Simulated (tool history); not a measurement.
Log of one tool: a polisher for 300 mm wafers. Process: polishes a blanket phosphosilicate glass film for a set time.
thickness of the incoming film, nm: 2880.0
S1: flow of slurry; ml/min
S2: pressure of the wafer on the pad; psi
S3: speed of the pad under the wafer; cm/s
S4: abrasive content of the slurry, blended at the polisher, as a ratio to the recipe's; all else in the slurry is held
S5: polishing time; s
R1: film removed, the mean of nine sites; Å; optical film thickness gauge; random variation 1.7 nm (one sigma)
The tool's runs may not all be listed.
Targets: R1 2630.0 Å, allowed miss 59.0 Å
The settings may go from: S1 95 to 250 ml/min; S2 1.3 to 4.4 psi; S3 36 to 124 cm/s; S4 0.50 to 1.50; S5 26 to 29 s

run	hour	S1	S2	S3	S4	S5	R1
1	0.0	160	2.8	80	1.00	29	1773.4
2	3.0	175	3.1	80	1.00	29	1949.9
3	8.3	175	3.4	80	1.00	29	2138.1
4	10.1	180	3.6	80	1.00	29	2278.4
5	11.8	185	3.7	80	1.00	29	2373.9
6	18.4	190	3.8	80	1.00	29	2432.4
7	19.9	190	3.9	80	1.00	29	2475.8
8	27.2	190	4.0	80	1.00	29	2566.1
9	33.9	195	4.0	80	1.00	29	2553.6

4 next moves are on the table. One of them brings every result within its allowed miss. Which?
A	40.6	165	4.4	78	1.00	27	?
B	40.6	185	3.8	82	1.10	28	?
C	40.6	190	3.9	94	0.95	26	?
D	40.6	230	3.9	92	1.05	26	?

move	R1
A	2519.5
B	2506.9
C	2489.1
D	2632.6
A: further off than the last run
B: further off than the last run
C: further off than the last run
D: meets every target
Move D is the one to make.

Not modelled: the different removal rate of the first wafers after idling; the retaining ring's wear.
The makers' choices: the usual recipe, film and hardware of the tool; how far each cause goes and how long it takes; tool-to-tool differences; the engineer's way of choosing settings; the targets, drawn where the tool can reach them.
